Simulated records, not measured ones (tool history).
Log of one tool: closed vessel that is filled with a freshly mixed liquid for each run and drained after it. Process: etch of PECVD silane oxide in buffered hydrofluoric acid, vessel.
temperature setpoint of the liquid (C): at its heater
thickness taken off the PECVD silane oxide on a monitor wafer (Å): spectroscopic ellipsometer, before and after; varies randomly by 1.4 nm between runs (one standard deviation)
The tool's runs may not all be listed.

run,hour,temperature setpoint of the liquid (C),parts of 40 % ammonium fluoride to one part of 49 % hydrofluoric acid (parts by volume),time in the liquid (s),thickness taken off the PECVD silane oxide on a monitor wafer (Å)
1,0.0,22.0,14.5,30,588.38
2,8.0,24.5,12.5,30,770.78
3,12.4,24.5,12.5,30,774.36
4,13.9,28.0,12.5,30,921.33
5,14.9,28.5,11.0,30,1083.20
6,20.7,30.0,11.0,30,1165.90
7,27.5,30.0,10.0,30,1289.00
8,35.9,30.0,9.5,30,1324.20

Estimate the outcome of run 9 from the log above:
9,44.8,30.0,9.0,30,?

thickness taken off the PECVD silane oxide on a monitor wafer (Å): 1398.40

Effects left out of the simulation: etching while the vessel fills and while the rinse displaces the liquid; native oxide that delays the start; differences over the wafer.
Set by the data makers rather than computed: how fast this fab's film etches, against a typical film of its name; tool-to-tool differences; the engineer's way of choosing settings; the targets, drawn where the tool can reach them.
